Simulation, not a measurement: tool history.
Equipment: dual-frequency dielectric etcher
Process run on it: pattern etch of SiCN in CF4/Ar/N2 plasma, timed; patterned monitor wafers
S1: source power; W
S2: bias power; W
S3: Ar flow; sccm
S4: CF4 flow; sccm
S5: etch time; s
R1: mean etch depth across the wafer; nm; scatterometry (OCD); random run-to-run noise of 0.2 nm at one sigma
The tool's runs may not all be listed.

Run 1, hour 0.0: S1 430 W, S2 57 W, S3 134 sccm, S4 59 sccm, S5 162.5 s. Result: R1 124.08 nm.
Run 2, hour 3.8: S1 430 W, S2 50 W, S3 134 sccm, S4 59 sccm, S5 162.5 s. Result: R1 120.09 nm.
Run 3, hour 8.5: S1 430 W, S2 50 W, S3 134 sccm, S4 55 sccm, S5 162.5 s. Result: R1 118.91 nm.
Run 4, hour 12.6: S1 490 W, S2 50 W, S3 134 sccm, S4 55 sccm, S5 162.5 s. Result: R1 136.15 nm.
Run 5, hour 15.1: S1 450 W, S2 50 W, S3 134 sccm, S4 55 sccm, S5 162.5 s. Result: R1 124.95 nm.
Run 6, hour 18.2: S1 450 W, S2 50 W, S3 134 sccm, S4 55 sccm, S5 170.0 s. Result: R1 130.54 nm.
Run 7, hour 27.1: S1 410 W, S2 50 W, S3 134 sccm, S4 55 sccm, S5 170.0 s. Result: R1 118.54 nm.

What does the tool deliver on the next run?
Run 8, hour 35.0: S1 380 W, S2 50 W, S3 134 sccm, S4 55 sccm, S5 170.0 s. Result: R1 ?.

{"run 8": {"R1": 109.12}}

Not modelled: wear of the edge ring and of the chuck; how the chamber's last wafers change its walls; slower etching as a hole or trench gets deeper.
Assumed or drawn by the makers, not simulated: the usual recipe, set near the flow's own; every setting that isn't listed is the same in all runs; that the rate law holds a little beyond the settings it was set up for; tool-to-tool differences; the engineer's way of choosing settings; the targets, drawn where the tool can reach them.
